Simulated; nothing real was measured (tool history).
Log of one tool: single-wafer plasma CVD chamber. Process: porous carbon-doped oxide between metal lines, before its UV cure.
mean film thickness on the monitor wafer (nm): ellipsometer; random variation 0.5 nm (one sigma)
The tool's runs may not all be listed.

run,hour,heater temperature setpoint (°C),RF power (W),deposition time (s),mean film thickness on the monitor wafer (nm)
1,0,320,515,32.8,166.8
2,8.2,324,510,32.8,162.92
3,13.1,327,505,32.8,159.08
4,21,327,505,32.8,160.19
5,25.9,330,500,32.8,156.72
6,32.1,330,435,32.8,142.56
7,37.6,327,440,32.8,145.49

The next listed run, before its measurement:
8,38.8,325,445,32.8,?

Run 8 gave mean film thickness on the monitor wafer (nm) 148.
